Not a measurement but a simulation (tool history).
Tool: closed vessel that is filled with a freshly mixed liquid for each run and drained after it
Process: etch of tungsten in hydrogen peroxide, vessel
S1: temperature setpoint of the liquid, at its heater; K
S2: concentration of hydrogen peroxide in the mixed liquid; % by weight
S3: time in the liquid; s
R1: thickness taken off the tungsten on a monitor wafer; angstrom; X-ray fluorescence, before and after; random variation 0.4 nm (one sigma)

Run 1, hour 0.0: S1 324.15 K, S2 17.5 % by weight, S3 95 s. Result: R1 1664.40 angstrom.
Run 2, hour 9.2: S1 324.15 K, S2 16.0 % by weight, S3 95 s. Result: R1 1578.70 angstrom.
Run 3, hour 15.8: S1 320.65 K, S2 16.0 % by weight, S3 95 s. Result: R1 1281.90 angstrom.
Run 4, hour 21.3: S1 315.65 K, S2 16.0 % by weight, S3 95 s. Result: R1 946.38 angstrom.
Run 5, hour 25.1: S1 314.65 K, S2 16.0 % by weight, S3 95 s. Result: R1 880.28 angstrom.
Run 6, hour 28.3: S1 314.15 K, S2 16.0 % by weight, S3 95 s. Result: R1 858.83 angstrom.

Forecast run 7:
Run 7, hour 31.1: S1 313.65 K, S2 16.0 % by weight, S3 95 s. Result: R1 ?.

Run 7 gave R1 825.32 angstrom.
